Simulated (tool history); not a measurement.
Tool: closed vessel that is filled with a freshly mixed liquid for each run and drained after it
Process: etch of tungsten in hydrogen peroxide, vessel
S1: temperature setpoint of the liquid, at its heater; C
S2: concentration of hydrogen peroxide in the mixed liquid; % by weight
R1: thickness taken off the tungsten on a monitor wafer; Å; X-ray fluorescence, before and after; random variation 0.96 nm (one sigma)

{"run": 1, "hour": 0.0, "S1": 58, "S2": 20.5, "time in the liquid (s)": 30, "R1": 745.11}
{"run": 2, "hour": 1.2, "S1": 54, "S2": 20.5, "time in the liquid (s)": 30, "R1": 595.19}
{"run": 3, "hour": 7.7, "S1": 54, "S2": 20.5, "time in the liquid (s)": 30, "R1": 579.19}
{"run": 4, "hour": 11.3, "S1": 54, "S2": 23.5, "time in the liquid (s)": 30, "R1": 648.79}
{"run": 5, "hour": 14.7, "S1": 56, "S2": 23.5, "time in the liquid (s)": 30, "R1": 709.13}
{"run": 6, "hour": 21.4, "S1": 56, "S2": 23.5, "time in the liquid (s)": 30, "R1": 695.43}
{"run": 7, "hour": 30.2, "S1": 56, "S2": 23.5, "time in the liquid (s)": 30, "R1": 717.16}
{"run": 8, "hour": 31.8, "S1": 57.5, "S2": 23.5, "time in the liquid (s)": 30, "R1": 797.61}
{"run": 9, "hour": 33.8, "S1": 58.5, "S2": 23.5, "time in the liquid (s)": 30, "R1": 820.18}
{"run": 10, "hour": 36.2, "S1": 59.5, "S2": 23.5, "time in the liquid (s)": 30, "R1": 868.94}

Forecast run 11:
{"run": 11, "hour": 42.4, "S1": 60, "S2": 23.5, "time in the liquid (s)": 30, "R1": "?"}

{"run 11": {"R1": 892.24}}
